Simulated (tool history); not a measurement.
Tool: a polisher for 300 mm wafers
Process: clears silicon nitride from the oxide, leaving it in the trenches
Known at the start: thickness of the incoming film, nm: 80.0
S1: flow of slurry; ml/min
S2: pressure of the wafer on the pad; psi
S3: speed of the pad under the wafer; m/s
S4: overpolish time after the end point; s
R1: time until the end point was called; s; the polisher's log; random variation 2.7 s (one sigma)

run	hour	S1	S2	S3	S4	R1
1	0	275	2.1	0.9	3	116.87
2	8.7	275	1.9	0.9	3	127.88
3	15.3	275	2.3	0.9	3	108.65
4	20	275	2.3	0.8	3	117.97
5	25.9	275	2.3	0.8	3	122.25
6	34.7	275	2.1	0.8	3	130.72
7	42.8	275	2	0.8	3	135.89
8	45.4	275	1.9	0.8	3	139.68
9	54.2	275	1.8	0.8	3	146.89

Run 10 comes next. What will it give?
10	58.6	275	1.7	0.8	3	?

Run 10 gave R1 159.32 s.

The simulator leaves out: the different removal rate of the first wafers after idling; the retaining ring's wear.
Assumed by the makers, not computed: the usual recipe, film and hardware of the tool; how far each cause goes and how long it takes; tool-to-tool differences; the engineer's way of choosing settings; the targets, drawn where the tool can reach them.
